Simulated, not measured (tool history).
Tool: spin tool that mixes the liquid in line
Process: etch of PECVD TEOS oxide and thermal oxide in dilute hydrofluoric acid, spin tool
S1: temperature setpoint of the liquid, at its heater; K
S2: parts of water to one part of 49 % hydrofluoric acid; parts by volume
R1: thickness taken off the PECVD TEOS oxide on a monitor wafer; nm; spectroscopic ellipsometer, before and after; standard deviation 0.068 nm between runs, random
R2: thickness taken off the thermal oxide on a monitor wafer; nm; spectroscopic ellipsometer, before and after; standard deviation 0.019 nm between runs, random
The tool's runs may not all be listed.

Run 1, hour 0.0: S1 296.15 K, S2 195 parts by volume, time under the liquid (s) 180. Result: R1 16.5580 nm, R2 3.3831 nm.
Run 2, hour 1.8: S1 293.15 K, S2 195 parts by volume, time under the liquid (s) 180. Result: R1 14.7530 nm, R2 3.0258 nm.
Run 3, hour 2.7: S1 291.65 K, S2 195 parts by volume, time under the liquid (s) 180. Result: R1 13.9160 nm, R2 2.8597 nm.
Run 4, hour 5.8: S1 291.65 K, S2 265 parts by volume, time under the liquid (s) 180. Result: R1 9.5720 nm, R2 1.9762 nm.
Run 5, hour 11.5: S1 291.65 K, S2 265 parts by volume, time under the liquid (s) 145. Result: R1 7.7555 nm, R2 1.6034 nm.
Run 6, hour 15.3: S1 291.65 K, S2 220 parts by volume, time under the liquid (s) 145. Result: R1 9.6719 nm, R2 1.9833 nm.
Run 7, hour 17.8: S1 293.65 K, S2 220 parts by volume, time under the liquid (s) 145. Result: R1 10.4370 nm, R2 2.1470 nm.

For run 8, what comes out?
Run 8, hour 24.0: S1 295.15 K, S2 220 parts by volume, time under the liquid (s) 145. Result: R1 ?, R2 ?.

{"run 8": {"R1": 11.012, "R2": 2.2733}}
